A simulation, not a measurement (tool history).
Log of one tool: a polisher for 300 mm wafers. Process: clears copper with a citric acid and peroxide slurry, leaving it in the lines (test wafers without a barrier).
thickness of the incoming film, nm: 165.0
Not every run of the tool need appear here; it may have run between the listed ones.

run	hour	flow of slurry (ml/min)	pressure of the wafer on the pad (kPa)	speed of the pad under the wafer (m/s)	abrasive content of the slurry	overpolish time after the end point (s)	time until the end point was called (s)	dishing of a wide line in a test structure (Å)
1	0	165	15.2	1.38	1	23	68.662	384.5
2	4.6	160	12.4	1.36	1	27	84.926	370.02
3	6.6	160	15.2	1.36	1	27	70.959	428.95
4	10.7	155	12.4	1.34	1	30	85.134	411.02
5	12.1	155	10.3	1.32	1	32	103.13	366.95
6	13.6	155	9	1.32	1	32	118.1	329.44
7	16.4	155	9	1.32	1	33	118.84	321.86

Forecast run 8:
8	23	155	9	1.32	1	35	?	?

Run 8 gave time until the end point was called (s) 117, dishing of a wide line in a test structure (Å) 343.88.
